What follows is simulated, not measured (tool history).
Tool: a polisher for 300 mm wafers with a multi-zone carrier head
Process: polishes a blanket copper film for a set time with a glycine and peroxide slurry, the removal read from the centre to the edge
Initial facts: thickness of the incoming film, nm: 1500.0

| run | day | flow of slurry (ml/min) | pressure of the head's centre zone | pressure of the head's middle zone | pressure of the head's edge zone | polishing time (s) | film removed at the wafer's centre (angstrom) | film removed at mid-radius (angstrom) | film removed at the wafer's edge (angstrom) |
|---|---|---|---|---|---|---|---|---|---|
| 1 | 0.000 | 140 | 1.00 | 1.00 | 1.00 | 36 | 1540.0 | 1588.60 | 1513.8 |
| 2 | 0.171 | 130 | 1.01 | 0.95 | 1.00 | 32 | 1369.6 | 1332.60 | 1369.4 |
| 3 | 0.467 | 130 | 1.01 | 0.87 | 1.00 | 32 | 1339.9 | 1254.10 | 1370.1 |
| 4 | 0.592 | 165 | 1.01 | 0.87 | 1.00 | 32 | 1430.4 | 1306.80 | 1402.9 |
| 5 | 0.712 | 165 | 1.01 | 0.87 | 0.93 | 32 | 1425.5 | 1270.40 | 1331.6 |
| 6 | 0.808 | 155 | 1.02 | 0.85 | 0.93 | 29 | 1297.0 | 1162.90 | 1256.4 |
| 7 | 1.012 | 155 | 1.04 | 0.84 | 0.93 | 26 | 1156.3 | 1011.10 | 1098.9 |
| 8 | 1.283 | 145 | 1.05 | 0.83 | 0.93 | 25 | 1136.9 | 959.46 | 1038.7 |

Run 9 has not been measured yet. What should we expect?
| 9 | 1.417 | 135 | 1.05 | 0.82 | 0.95 | 25 | ? | ? | ? |

film removed at the wafer's centre (angstrom): 1107.4
film removed at mid-radius (angstrom): 928.27
film removed at the wafer's edge (angstrom): 1038.3
